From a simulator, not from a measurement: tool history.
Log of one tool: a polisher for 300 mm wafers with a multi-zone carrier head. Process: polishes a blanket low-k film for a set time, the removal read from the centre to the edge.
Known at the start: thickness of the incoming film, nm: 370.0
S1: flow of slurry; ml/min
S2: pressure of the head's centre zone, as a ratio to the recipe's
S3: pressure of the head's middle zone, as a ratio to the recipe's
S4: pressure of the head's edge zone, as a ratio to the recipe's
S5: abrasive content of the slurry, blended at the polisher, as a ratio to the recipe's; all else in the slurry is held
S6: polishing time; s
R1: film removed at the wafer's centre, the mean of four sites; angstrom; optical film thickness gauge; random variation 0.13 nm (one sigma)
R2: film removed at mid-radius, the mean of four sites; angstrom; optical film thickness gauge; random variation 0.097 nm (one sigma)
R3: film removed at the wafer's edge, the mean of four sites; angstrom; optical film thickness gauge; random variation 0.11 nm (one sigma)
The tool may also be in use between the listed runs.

run	hour	S1	S2	S3	S4	S5	S6	R1	R2	R3
1	0	285	1	1	1	1	42	123.34	121.36	125.14
2	6	285	1	0.99	0.98	1	42	126.46	119.39	122.17
3	11.3	285	1	1.02	0.98	1	42	122.97	121.92	123.52
4	16.2	285	1	1.02	0.98	1	50	149.93	146.28	146.69
5	24.3	285	0.99	1	0.96	0.95	50	144.05	142.6	139.92
6	25.2	280	0.98	0.98	0.96	0.9	50	134.78	133.14	136.15
7	29.1	280	0.98	0.97	0.94	0.9	50	135.49	130.31	132.54
8	35.9	280	0.97	0.96	0.92	0.9	50	135.05	129.54	131.51
9	38.9	280	0.96	0.95	0.91	0.9	50	134.16	130.24	133.34
10	40.8	275	0.96	0.94	0.9	0.85	50	127.11	123.68	126.27
11	44.5	270	0.96	0.93	0.89	0.85	50	128.37	123.97	128.31
12	48.5	270	0.96	0.93	0.89	0.85	50	132.12	123.2	125.43
13	56.9	255	0.9	0.88	0.82	0.6	50	93.367	89.399	92.246
14	58.1	265	0.91	0.89	0.84	0.6	50	95.216	92.157	94.379
15	63.7	270	0.92	0.9	0.86	0.6	50	95.148	90.98	95.7
16	64.4	270	0.93	0.91	0.87	0.6	50	97.637	94.226	95.316
17	65.8	270	0.94	0.92	0.89	0.6	50	98.125	92.75	98.073
# hour 73.9: edge zone pressure recalibrated
18	73.9	275	0.95	0.93	0.9	0.6	50	99.285	94.016	95.172
19	77.9	275	0.95	0.93	0.91	0.6	50	98.026	95.323	95.367
20	83.3	275	0.95	0.93	0.92	0.6	50	96.314	95.609	96.051

Run 21 comes next. What will it give?
21	87	315	1.05	0.97	1.02	0.75	50	?	?	?

R1: 130.88 angstrom
R2: 119.27 angstrom
R3: 123.48 angstrom
